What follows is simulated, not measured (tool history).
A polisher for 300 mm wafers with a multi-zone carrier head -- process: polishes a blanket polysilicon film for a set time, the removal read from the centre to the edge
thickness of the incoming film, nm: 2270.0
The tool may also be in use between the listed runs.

run,hour,flow of slurry (ml/min),pressure of the head's centre zone,pressure of the head's middle zone,pressure of the head's edge zone,polishing time (s),film removed at the wafer's centre (Å),film removed at mid-radius (Å),film removed at the wafer's edge (Å)
1,0,205,1,1,1,49,3598.1,3576.2,3642
2,6.6,210,1.02,1.02,1.01,49,3719,3610.2,3625.9
3,14.4,210,0.97,1.02,1.01,49,3518.9,3583.1,3612.1
4,19.6,210,0.97,1.02,0.93,49,3552,3632.6,3491.5
5,28.3,190,0.97,1.02,0.93,49,3441.7,3616,3462
6,29.7,190,0.97,1.02,0.93,58,4053.1,4195,4039.4
7,35.7,195,0.98,1.02,0.93,58,4095.3,4300.7,4154.4
8,40.9,200,0.99,1.02,0.92,58,4232.2,4253.9,4027.5
9,46.6,200,0.99,1.02,0.92,58,4249.9,4313,4114.7

What does the tool deliver on the next run?
10,54.7,205,1,1.02,0.92,58,?,?,?

Logged for run 10: film removed at the wafer's centre (Å) 4253.8, film removed at mid-radius (Å) 4300.9, film removed at the wafer's edge (Å) 4083.7.
